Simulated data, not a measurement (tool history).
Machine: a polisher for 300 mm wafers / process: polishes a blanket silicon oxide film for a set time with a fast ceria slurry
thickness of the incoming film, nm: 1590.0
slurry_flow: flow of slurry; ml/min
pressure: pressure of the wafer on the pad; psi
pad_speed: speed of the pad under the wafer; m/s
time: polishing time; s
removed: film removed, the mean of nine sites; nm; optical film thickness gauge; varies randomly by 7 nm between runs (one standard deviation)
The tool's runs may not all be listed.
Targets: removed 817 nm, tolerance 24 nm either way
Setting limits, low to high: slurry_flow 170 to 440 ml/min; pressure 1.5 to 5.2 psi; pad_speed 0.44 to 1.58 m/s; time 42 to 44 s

| run | hour | slurry_flow | pressure | pad_speed | time | removed |
|---|---|---|---|---|---|---|
| 1 | 0 | 280 | 3.3 | 1 | 42 | 920.22 |
| 2 | 6.7 | 280 | 3.7 | 1 | 42 | 1025.4 |
| 3 | 10.4 | 280 | 3.5 | 1 | 42 | 983.96 |
| 4 | 18.2 | 280 | 3.4 | 1 | 42 | 945.86 |
| 5 | 27.2 | 280 | 3.4 | 0.74 | 42 | 709.42 |
| 6 | 35 | 280 | 2.7 | 0.74 | 42 | 568.03 |
| 7 | 41.4 | 280 | 2.9 | 0.74 | 42 | 606.49 |
| 8 | 45.6 | 280 | 3.1 | 0.74 | 42 | 655.92 |
| 9 | 47.6 | 280 | 3.2 | 0.74 | 42 | 669.36 |
| 10 | 51.5 | 280 | 3.3 | 0.74 | 42 | 690.77 |
| 11 | 59.8 | 280 | 3.4 | 0.74 | 42 | 711.95 |
| 12 | 64.7 | 280 | 3.5 | 0.74 | 42 | 732.48 |
| 13 | 71.9 | 280 | 3.6 | 0.74 | 42 | 753.05 |

5 candidate next runs follow, results not yet known. Just one meets every target within its allowed miss. Identify it.
| A | 79.1 | 250 | 3.3 | 0.86 | 43 | ? |
| B | 79.1 | 325 | 3.8 | 0.68 | 42 | ? |
| C | 79.1 | 295 | 4.3 | 0.6 | 43 | ? |
| D | 79.1 | 300 | 3.7 | 0.72 | 42 | ? |
| E | 79.1 | 280 | 3.7 | 0.7 | 43 | ? |

| move | removed |
|---|---|
| A | 811.24 |
| B | 751.1 |
| C | 767.49 |
| D | 765.67 |
| E | 758.8 |
A: every result lands within tolerance
B: roughly where the last run was
C: moves toward the targets from the last run without getting all of them in spec
D: moves toward the targets from the last run without getting all of them in spec
E: moves toward the targets from the last run without getting all of them in spec
The move that meets every target is A.
